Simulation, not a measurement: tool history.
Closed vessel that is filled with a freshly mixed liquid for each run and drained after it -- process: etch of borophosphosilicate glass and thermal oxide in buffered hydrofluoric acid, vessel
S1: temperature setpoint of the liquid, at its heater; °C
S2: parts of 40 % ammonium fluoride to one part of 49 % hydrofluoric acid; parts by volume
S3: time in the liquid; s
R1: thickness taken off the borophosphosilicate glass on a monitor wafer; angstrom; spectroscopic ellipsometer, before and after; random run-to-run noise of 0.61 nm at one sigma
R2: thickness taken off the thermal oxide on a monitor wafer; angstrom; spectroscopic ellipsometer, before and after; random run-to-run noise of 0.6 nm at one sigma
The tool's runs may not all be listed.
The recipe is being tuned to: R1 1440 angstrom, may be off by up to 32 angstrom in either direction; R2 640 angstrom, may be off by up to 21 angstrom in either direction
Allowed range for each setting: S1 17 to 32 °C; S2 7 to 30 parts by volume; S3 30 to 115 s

| run | hour | S1 | S2 | S3 | R1 | R2 |
|---|---|---|---|---|---|---|
| 1 | 0 | 24 | 20 | 60 | 673.28 | 296.59 |
| 2 | 4.9 | 24 | 20 | 75 | 835.21 | 373.32 |
| 3 | 6.1 | 24 | 24 | 75 | 735.14 | 329.66 |
| 4 | 11.6 | 24 | 28 | 75 | 652.6 | 291.3 |
| 5 | 17.5 | 25.5 | 26 | 75 | 756.59 | 337.52 |
| 6 | 24.1 | 25.5 | 26 | 65 | 657.67 | 293.5 |
| 7 | 29.8 | 26.5 | 24 | 65 | 736.34 | 329.61 |
| 8 | 31.9 | 27.5 | 22.5 | 65 | 806.64 | 363.83 |
| 9 | 34.4 | 31.5 | 16 | 65 | 1305.1 | 578.31 |
| 10 | 43.1 | 31.5 | 15.5 | 65 | 1322.2 | 594.46 |

4 next moves are on the table. One of them brings every result within its allowed miss. Which?
| A | 51.8 | 26 | 9 | 55 | ? | ? |
| B | 51.8 | 27 | 8 | 45 | ? | ? |
| C | 51.8 | 29.5 | 14 | 75 | ? | ? |
| D | 51.8 | 24.5 | 7 | 45 | ? | ? |

| move | R1 | R2 |
|---|---|---|
| A | 1441.8 | 644.03 |
| B | 1350.7 | 603.12 |
| C | 1532.2 | 687.14 |
| D | 1362.8 | 606.75 |
A: all results land within tolerance of their targets
B: closes in on the targets versus the last run, not all within tolerance yet
C: pushes the last run's worst result past its target
D: closes in on the targets versus the last run, not all within tolerance yet
Answer: A

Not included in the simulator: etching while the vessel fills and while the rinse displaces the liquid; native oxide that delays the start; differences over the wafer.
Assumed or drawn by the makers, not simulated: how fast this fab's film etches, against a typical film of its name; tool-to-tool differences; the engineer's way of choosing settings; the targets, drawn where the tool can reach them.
